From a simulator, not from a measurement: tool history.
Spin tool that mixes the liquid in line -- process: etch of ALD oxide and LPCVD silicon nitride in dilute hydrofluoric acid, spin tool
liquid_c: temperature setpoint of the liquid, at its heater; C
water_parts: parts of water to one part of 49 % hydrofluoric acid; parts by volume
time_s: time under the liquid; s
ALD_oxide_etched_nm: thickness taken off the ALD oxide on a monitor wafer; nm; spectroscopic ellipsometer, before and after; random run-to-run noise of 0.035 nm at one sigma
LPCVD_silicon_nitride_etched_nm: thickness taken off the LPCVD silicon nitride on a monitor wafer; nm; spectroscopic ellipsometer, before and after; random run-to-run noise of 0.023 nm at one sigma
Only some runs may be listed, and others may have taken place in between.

run  hour  liquid_c  water_parts  time_s  ALD_oxide_etched_nm  LPCVD_silicon_nitride_etched_nm
  1     0        26           60      30               11.688                          0.29049
  2   8.1        26           60      35               13.653                          0.25499
  3     9        26           60      40               15.588                          0.35781
  4  11.8        25           60      40               14.869                          0.27323
  5  13.9        25           65      40               13.678                           0.2686
  6  16.6      24.5           65      40               13.381                          0.30892
  7  20.6      23.5           65      40               12.879                          0.24344

What does the tool deliver on the next run?
  8  24.9      23.5           85      40                    ?                                ?

{"run 8": {"ALD_oxide_etched_nm": 9.6307, "LPCVD_silicon_nitride_etched_nm": 0.21153}}
